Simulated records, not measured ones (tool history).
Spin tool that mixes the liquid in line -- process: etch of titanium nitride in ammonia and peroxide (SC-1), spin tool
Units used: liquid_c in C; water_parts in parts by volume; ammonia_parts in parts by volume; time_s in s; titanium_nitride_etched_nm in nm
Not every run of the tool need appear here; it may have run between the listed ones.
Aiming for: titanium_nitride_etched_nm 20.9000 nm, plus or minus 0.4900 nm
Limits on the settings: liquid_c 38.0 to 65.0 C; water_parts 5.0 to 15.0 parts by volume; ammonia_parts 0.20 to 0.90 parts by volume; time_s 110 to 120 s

run	hour	liquid_c	water_parts	ammonia_parts	time_s	titanium_nitride_etched_nm
1	0.0	49.0	8.5	0.50	110	7.8671
2	1.0	49.0	6.0	0.50	110	9.1534
3	5.5	50.5	6.0	0.50	110	10.1760
4	12.4	47.5	6.0	0.50	110	8.3767
5	20.1	47.5	5.0	0.50	110	9.0891
6	24.9	49.5	5.0	0.50	110	10.5840
7	27.4	51.0	5.0	0.50	110	11.6330
8	28.3	52.0	5.0	0.50	110	12.4790
9	34.6	53.0	5.0	0.50	110	13.2920
10	40.4	61.0	5.0	0.50	110	22.5990

Exercise: of the 4 proposed moves below, exactly one satisfies all targets within the stated allowed misses. Which move is it?
A	46.2	62.5	6.0	0.45	115	?
B	46.2	59.0	5.0	0.55	120	?
C	46.2	58.5	5.0	0.45	120	?
D	46.2	61.5	5.0	0.45	115	?

move	titanium_nitride_etched_nm
A	23.6630
B	22.0970
C	20.7280
D	24.1820
A: lands further from the targets than the last run did
B: an improvement on the last run, though not all results are within tolerance
C: every result lands within tolerance
D: lands further from the targets than the last run did
Answer: C

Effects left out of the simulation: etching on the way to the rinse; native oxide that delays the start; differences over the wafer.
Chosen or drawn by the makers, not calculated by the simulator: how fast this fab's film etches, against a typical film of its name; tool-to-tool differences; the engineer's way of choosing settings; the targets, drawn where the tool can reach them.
